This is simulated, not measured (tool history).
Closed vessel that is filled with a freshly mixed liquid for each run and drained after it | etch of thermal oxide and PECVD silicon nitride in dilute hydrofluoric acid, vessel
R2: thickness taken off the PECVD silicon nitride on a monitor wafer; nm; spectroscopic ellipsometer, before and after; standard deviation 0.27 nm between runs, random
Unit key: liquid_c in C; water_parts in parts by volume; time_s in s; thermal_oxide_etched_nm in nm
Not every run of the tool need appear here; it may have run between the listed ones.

run 1 hour=0 | liquid_c=24 water_parts=145 time_s=1705 | thermal_oxide_etched_nm=48.272 R2=26.068
run 2 hour=3.8 | liquid_c=24 water_parts=185 time_s=1705 | thermal_oxide_etched_nm=36.611 R2=20.568
run 3 hour=11.8 | liquid_c=24 water_parts=185 time_s=1995 | thermal_oxide_etched_nm=42.239 R2=24.132
run 4 hour=20.3 | liquid_c=25.5 water_parts=150 time_s=1955 | thermal_oxide_etched_nm=56.601 R2=31.664
run 5 hour=24.4 | liquid_c=22.5 water_parts=150 time_s=1955 | thermal_oxide_etched_nm=50.488 R2=26.414
run 6 hour=27.2 | liquid_c=24.5 water_parts=130 time_s=1930 | thermal_oxide_etched_nm=65.19 R2=34.043
run 7 hour=34.5 | liquid_c=26.5 water_parts=120 time_s=1920 | thermal_oxide_etched_nm=74.889 R2=41.91
run 8 hour=36.9 | liquid_c=27 water_parts=105 time_s=1890 | thermal_oxide_etched_nm=88.761 R2=48.547
run 9 hour=43.6 | liquid_c=27.5 water_parts=100 time_s=1865 | thermal_oxide_etched_nm=93.469 R2=52.058
run 10 hour=47 | liquid_c=29.5 water_parts=70 time_s=1790 | thermal_oxide_etched_nm=145.39 R2=80.365
run 11 hour=55.9 | liquid_c=29 water_parts=75 time_s=1825 | thermal_oxide_etched_nm=134.48 R2=74.701
run 12 hour=64 | liquid_c=29 water_parts=80 time_s=1845 | thermal_oxide_etched_nm=126.42 R2=70.759
run 13 hour=71.5 | liquid_c=29 water_parts=80 time_s=1855 | thermal_oxide_etched_nm=127.6 R2=70.81
run 14 hour=80.3 | liquid_c=29 water_parts=80 time_s=1870 | thermal_oxide_etched_nm=127.92 R2=71.861
run 15 hour=84.1 | liquid_c=29 water_parts=80 time_s=1885 | thermal_oxide_etched_nm=129.66 R2=72.337
run 16 hour=89.8 | liquid_c=29 water_parts=80 time_s=1885 | thermal_oxide_etched_nm=130.8 R2=72.211

Estimate the outcome of run 17 from the log above:
run 17 hour=99.2 | liquid_c=29 water_parts=85 time_s=1895 | thermal_oxide_etched_nm=? R2=?

Logged for run 17: thermal_oxide_etched_nm 119.89 nm, R2 67.85 nm.
